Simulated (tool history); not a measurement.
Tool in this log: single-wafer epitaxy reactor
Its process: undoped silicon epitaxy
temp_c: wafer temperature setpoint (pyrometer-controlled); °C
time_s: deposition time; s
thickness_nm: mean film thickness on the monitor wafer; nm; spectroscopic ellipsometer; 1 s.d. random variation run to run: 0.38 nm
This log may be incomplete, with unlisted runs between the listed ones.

| run | hour | temp_c | time_s | thickness_nm |
|---|---|---|---|---|
| 1 | 0 | 630 | 589 | 74.463 |
| 2 | 5.8 | 630 | 516 | 66.04 |
| 3 | 9.6 | 630 | 487 | 61.956 |
| 4 | 14.9 | 636 | 491 | 70.637 |
| 5 | 17.2 | 640 | 501 | 77.881 |
| 6 | 24.5 | 631 | 501 | 64.896 |
| 7 | 30.9 | 636 | 509 | 72.529 |

Estimate the outcome of run 8 from the log above:
| 8 | 31.6 | 640 | 518 | ? |

Run 8 yielded thickness_nm 80.198 nm.
